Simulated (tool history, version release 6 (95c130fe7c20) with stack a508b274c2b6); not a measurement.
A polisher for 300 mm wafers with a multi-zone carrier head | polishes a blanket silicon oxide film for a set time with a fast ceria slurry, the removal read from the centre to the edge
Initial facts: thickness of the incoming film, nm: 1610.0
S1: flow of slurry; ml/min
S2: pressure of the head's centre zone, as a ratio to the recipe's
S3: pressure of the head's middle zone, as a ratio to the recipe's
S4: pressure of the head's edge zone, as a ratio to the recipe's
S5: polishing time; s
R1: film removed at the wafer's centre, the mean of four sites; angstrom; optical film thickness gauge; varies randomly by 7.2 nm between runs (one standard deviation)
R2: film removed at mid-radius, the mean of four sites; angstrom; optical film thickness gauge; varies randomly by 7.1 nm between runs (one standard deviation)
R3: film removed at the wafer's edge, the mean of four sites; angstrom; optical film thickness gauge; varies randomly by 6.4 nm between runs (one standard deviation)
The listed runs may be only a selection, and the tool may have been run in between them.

run	day	S1	S2	S3	S4	S5	R1	R2	R3
1	0	190	1	1	1	39	7128.1	7082.1	7063.8
2	0.129	190	1	1	0.92	39	7074.6	6996.1	6664.1
3	0.346	200	0.99	0.98	0.97	39	7041.4	6897.2	6910
4	0.533	200	1.06	0.98	0.97	39	7481.6	6980.1	7025.2
5	0.596	200	1.06	1.05	0.97	39	7261.1	7460	6912.6
6	0.867	180	1.06	1.05	0.97	39	7404.9	7336.8	6969.6
7	0.992	175	1.04	1.03	1.02	39	7177.6	7052.7	7085.6

Predict the results of run 8:
8	1.129	175	1.03	1.02	1.06	39	?	?	?

R1: 7143 angstrom
R2: 7076 angstrom
R3: 7218.5 angstrom
